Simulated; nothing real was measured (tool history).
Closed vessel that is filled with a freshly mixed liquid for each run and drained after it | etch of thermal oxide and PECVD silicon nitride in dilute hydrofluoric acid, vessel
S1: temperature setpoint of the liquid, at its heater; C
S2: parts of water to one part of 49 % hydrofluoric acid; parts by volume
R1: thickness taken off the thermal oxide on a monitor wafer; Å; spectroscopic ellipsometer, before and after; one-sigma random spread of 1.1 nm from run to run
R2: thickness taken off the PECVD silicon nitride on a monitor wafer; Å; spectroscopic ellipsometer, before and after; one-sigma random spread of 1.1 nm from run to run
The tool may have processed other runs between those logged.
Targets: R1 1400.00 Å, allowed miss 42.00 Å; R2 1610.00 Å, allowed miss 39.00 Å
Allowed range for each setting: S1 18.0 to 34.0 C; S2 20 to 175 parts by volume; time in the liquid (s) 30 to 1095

run 1 hour=0.0 | S1=26.0 S2=95 time_in_the_liquid_(s)=560 | R1=306.15 R2=335.69
run 2 hour=5.7 | S1=29.0 S2=95 time_in_the_liquid_(s)=560 | R1=351.13 R2=411.25
run 3 hour=7.0 | S1=29.0 S2=80 time_in_the_liquid_(s)=560 | R1=426.54 R2=481.58
run 4 hour=13.9 | S1=29.0 S2=110 time_in_the_liquid_(s)=560 | R1=296.21 R2=352.23
run 5 hour=17.7 | S1=26.0 S2=110 time_in_the_liquid_(s)=560 | R1=266.58 R2=289.53
run 6 hour=26.4 | S1=27.5 S2=110 time_in_the_liquid_(s)=560 | R1=276.87 R2=319.21
run 7 hour=33.3 | S1=31.5 S2=70 time_in_the_liquid_(s)=830 | R1=807.23 R2=961.51
run 8 hour=37.4 | S1=32.0 S2=60 time_in_the_liquid_(s)=830 | R1=969.09 R2=1154.20
run 9 hour=43.3 | S1=32.5 S2=25 time_in_the_liquid_(s)=815 | R1=2441.50 R2=2773.30
run 10 hour=52.2 | S1=32.5 S2=30 time_in_the_liquid_(s)=825 | R1=2080.50 R2=2356.30
run 11 hour=53.8 | S1=32.5 S2=35 time_in_the_liquid_(s)=835 | R1=1758.80 R2=2049.10
run 12 hour=55.2 | S1=30.5 S2=50 time_in_the_liquid_(s)=870 | R1=1162.90 R2=1329.20
run 13 hour=60.6 | S1=31.0 S2=50 time_in_the_liquid_(s)=850 | R1=1173.30 R2=1340.80
run 14 hour=64.5 | S1=31.5 S2=50 time_in_the_liquid_(s)=830 | R1=1155.10 R2=1337.80
run 15 hour=69.0 | S1=32.0 S2=50 time_in_the_liquid_(s)=800 | R1=1135.90 R2=1331.30
run 16 hour=77.3 | S1=32.0 S2=50 time_in_the_liquid_(s)=800 | R1=1134.90 R2=1346.90
run 17 hour=82.4 | S1=31.5 S2=45 time_in_the_liquid_(s)=795 | R1=1255.20 R2=1433.00
run 18 hour=86.5 | S1=31.5 S2=45 time_in_the_liquid_(s)=790 | R1=1234.10 R2=1415.00
run 19 hour=93.6 | S1=31.5 S2=45 time_in_the_liquid_(s)=785 | R1=1234.70 R2=1404.40
run 20 hour=99.8 | S1=31.5 S2=45 time_in_the_liquid_(s)=780 | R1=1223.60 R2=1400.50
run 21 hour=103.7 | S1=32.5 S2=35 time_in_the_liquid_(s)=765 | R1=1631.20 R2=1855.70
run 22 hour=112.4 | S1=32.0 S2=35 time_in_the_liquid_(s)=780 | R1=1626.50 R2=1853.40
run 23 hour=121.9 | S1=32.0 S2=35 time_in_the_liquid_(s)=790 | R1=1636.60 R2=1873.30

Next run, 5 choices. One meets every target within its allowed miss, the rest don't. Which?
run A hour=131.4 | S1=34.0 S2=60 time_in_the_liquid_(s)=1055 | R1=? R2=?
run B hour=131.4 | S1=31.5 S2=45 time_in_the_liquid_(s)=890 | R1=? R2=?
run C hour=131.4 | S1=33.5 S2=40 time_in_the_liquid_(s)=670 | R1=? R2=?
run D hour=131.4 | S1=34.0 S2=45 time_in_the_liquid_(s)=770 | R1=? R2=?
run E hour=131.4 | S1=34.0 S2=55 time_in_the_liquid_(s)=930 | R1=? R2=?

move=A R1=1329.10 R2=1661.70
move=B R1=1392.30 R2=1594.40
move=C R1=1284.80 R2=1531.50
move=D R1=1326.60 R2=1616.30
move=E R1=1288.90 R2=1598.20
A: gains on the last run, yet a result remains outside its allowed miss
B: all results land within tolerance of their targets
C: takes the biggest miss from the last run beyond its target
D: the worst result of the last run now meets its target, but another is out of spec
E: the worst result of the last run now meets its target, but another is out of spec
Move B is the one to make.

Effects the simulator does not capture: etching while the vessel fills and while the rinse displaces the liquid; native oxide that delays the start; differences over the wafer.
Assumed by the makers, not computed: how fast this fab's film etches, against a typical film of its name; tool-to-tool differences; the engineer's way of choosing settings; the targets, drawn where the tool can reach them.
